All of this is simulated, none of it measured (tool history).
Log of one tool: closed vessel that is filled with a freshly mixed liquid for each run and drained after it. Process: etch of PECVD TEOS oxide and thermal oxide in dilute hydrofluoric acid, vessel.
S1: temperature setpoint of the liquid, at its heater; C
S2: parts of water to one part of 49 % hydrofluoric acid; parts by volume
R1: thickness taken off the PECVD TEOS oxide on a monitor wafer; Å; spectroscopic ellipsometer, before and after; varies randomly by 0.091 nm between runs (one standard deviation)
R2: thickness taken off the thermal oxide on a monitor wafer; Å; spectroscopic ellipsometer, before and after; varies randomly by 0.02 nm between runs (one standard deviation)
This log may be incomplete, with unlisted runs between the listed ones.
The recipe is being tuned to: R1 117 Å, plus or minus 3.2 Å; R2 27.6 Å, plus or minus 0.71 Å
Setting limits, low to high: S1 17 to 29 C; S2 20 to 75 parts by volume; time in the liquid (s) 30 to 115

{"run": 1, "day": 0.0, "S1": 21, "S2": 45, "time in the liquid (s)": 60, "R1": 219.37, "R2": 51.266}
{"run": 2, "day": 0.3, "S1": 20.5, "S2": 50, "time in the liquid (s)": 60, "R1": 193.67, "R2": 45.802}
{"run": 3, "day": 0.667, "S1": 20, "S2": 55, "time in the liquid (s)": 60, "R1": 169.83, "R2": 40.006}
{"run": 4, "day": 0.842, "S1": 19.5, "S2": 55, "time in the liquid (s)": 60, "R1": 167.58, "R2": 39.309}
{"day": 1.196, "done": "thermometer replaced"}
{"run": 5, "day": 1.196, "S1": 19, "S2": 55, "time in the liquid (s)": 60, "R1": 182.52, "R2": 42.918}
{"run": 6, "day": 1.392, "S1": 20.5, "S2": 55, "time in the liquid (s)": 60, "R1": 194.53, "R2": 45.727}
{"run": 7, "day": 1.504, "S1": 20, "S2": 60, "time in the liquid (s)": 60, "R1": 173.08, "R2": 40.561}
{"run": 8, "day": 1.792, "S1": 19.5, "S2": 60, "time in the liquid (s)": 60, "R1": 169.83, "R2": 39.668}
{"run": 9, "day": 1.838, "S1": 19, "S2": 60, "time in the liquid (s)": 60, "R1": 166.81, "R2": 39.388}
{"run": 10, "day": 2.021, "S1": 18, "S2": 70, "time in the liquid (s)": 55, "R1": 122.16, "R2": 29.282}
{"run": 11, "day": 2.267, "S1": 17.5, "S2": 70, "time in the liquid (s)": 55, "R1": 120.98, "R2": 28.365}

Which one of the following 4 next-run settings gets every result inside its allowed miss? There is exactly one.
{"run": "A", "day": 2.512, "S1": 18.5, "S2": 65, "time in the liquid (s)": 50, "R1": "?", "R2": "?"}
{"run": "B", "day": 2.512, "S1": 22, "S2": 75, "time in the liquid (s)": 50, "R1": "?", "R2": "?"}
{"run": "C", "day": 2.512, "S1": 22.5, "S2": 75, "time in the liquid (s)": 50, "R1": "?", "R2": "?"}
{"run": "D", "day": 2.512, "S1": 17, "S2": 65, "time in the liquid (s)": 50, "R1": "?", "R2": "?"}

move=A R1=123.62 R2=29.35
move=B R1=122.56 R2=29.101
move=C R1=125.1 R2=29.703
move=D R1=115.93 R2=27.525
A: lands further from the targets than the last run did
B: lands further from the targets than the last run did
C: lands further from the targets than the last run did
D: meets every target
D is the move that brings every result within its allowed miss.

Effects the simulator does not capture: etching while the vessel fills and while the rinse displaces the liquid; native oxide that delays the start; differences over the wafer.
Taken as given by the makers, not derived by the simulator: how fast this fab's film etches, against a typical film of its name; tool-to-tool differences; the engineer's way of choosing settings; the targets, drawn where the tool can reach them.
